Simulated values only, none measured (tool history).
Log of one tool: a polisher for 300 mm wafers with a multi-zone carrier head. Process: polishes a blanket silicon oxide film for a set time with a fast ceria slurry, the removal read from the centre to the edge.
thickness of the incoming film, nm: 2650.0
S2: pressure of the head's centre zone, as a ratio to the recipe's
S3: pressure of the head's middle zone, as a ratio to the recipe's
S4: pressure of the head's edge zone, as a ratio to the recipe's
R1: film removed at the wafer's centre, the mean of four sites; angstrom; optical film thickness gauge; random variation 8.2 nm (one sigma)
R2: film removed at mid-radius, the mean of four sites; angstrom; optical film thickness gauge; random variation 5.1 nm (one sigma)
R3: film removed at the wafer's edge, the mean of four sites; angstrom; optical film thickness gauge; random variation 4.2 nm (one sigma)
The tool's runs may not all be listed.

{"run": 1, "day": 0.0, "flow of slurry (ml/min)": 265, "S2": 1, "S3": 1, "S4": 1, "polishing time (s)": 52, "R1": 9908.7, "R2": 9720.3, "R3": 9594}
{"run": 2, "day": 0.333, "flow of slurry (ml/min)": 265, "S2": 1, "S3": 1.07, "S4": 1, "polishing time (s)": 52, "R1": 9756.9, "R2": 10357, "R3": 9562.9}
{"run": 3, "day": 0.546, "flow of slurry (ml/min)": 265, "S2": 1.01, "S3": 1.06, "S4": 0.96, "polishing time (s)": 47, "R1": 9183.2, "R2": 9408.7, "R3": 8437.8}
{"run": 4, "day": 0.621, "flow of slurry (ml/min)": 265, "S2": 1.05, "S3": 1.06, "S4": 0.96, "polishing time (s)": 47, "R1": 9380.2, "R2": 9364.6, "R3": 8515.1}
{"run": 5, "day": 0.946, "flow of slurry (ml/min)": 265, "S2": 0.97, "S3": 1.06, "S4": 0.96, "polishing time (s)": 47, "R1": 8634.6, "R2": 9412.5, "R3": 8616.6}
{"run": 6, "day": 1.317, "flow of slurry (ml/min)": 240, "S2": 0.97, "S3": 1.06, "S4": 0.96, "polishing time (s)": 47, "R1": 8559.5, "R2": 9339.2, "R3": 8416.7}
{"run": 7, "day": 1.567, "flow of slurry (ml/min)": 225, "S2": 0.97, "S3": 1.03, "S4": 0.93, "polishing time (s)": 44, "R1": 7895.4, "R2": 8328.9, "R3": 7843.2}
{"run": 8, "day": 1.783, "flow of slurry (ml/min)": 225, "S2": 0.99, "S3": 1.03, "S4": 0.9, "polishing time (s)": 42, "R1": 7835.8, "R2": 8028.1, "R3": 7348.3}
{"run": 9, "day": 1.921, "flow of slurry (ml/min)": 220, "S2": 0.99, "S3": 1.02, "S4": 0.88, "polishing time (s)": 41, "R1": 7704.7, "R2": 7761.3, "R3": 7096.9}
{"run": 10, "day": 2.079, "flow of slurry (ml/min)": 215, "S2": 0.99, "S3": 1.02, "S4": 0.86, "polishing time (s)": 40, "R1": 7372.1, "R2": 7555.8, "R3": 6837.4}
{"run": 11, "day": 2.417, "flow of slurry (ml/min)": 210, "S2": 1, "S3": 1.02, "S4": 0.85, "polishing time (s)": 39, "R1": 7177.1, "R2": 7238.4, "R3": 6580.5}
{"run": 12, "day": 2.758, "flow of slurry (ml/min)": 200, "S2": 1.01, "S3": 1.02, "S4": 0.84, "polishing time (s)": 39, "R1": 7234.3, "R2": 7153.2, "R3": 6603.1}
{"run": 13, "day": 3.008, "flow of slurry (ml/min)": 200, "S2": 1.02, "S3": 1.02, "S4": 0.83, "polishing time (s)": 39, "R1": 7268.3, "R2": 7264.4, "R3": 6512.3}

Forecast run 14:
{"run": 14, "day": 3.083, "flow of slurry (ml/min)": 195, "S2": 1.03, "S3": 1.02, "S4": 0.82, "polishing time (s)": 39, "R1": "?", "R2": "?", "R3": "?"}

Run 14 gave R1 7337.4 angstrom, R2 7171.8 angstrom, R3 6449.9 angstrom.
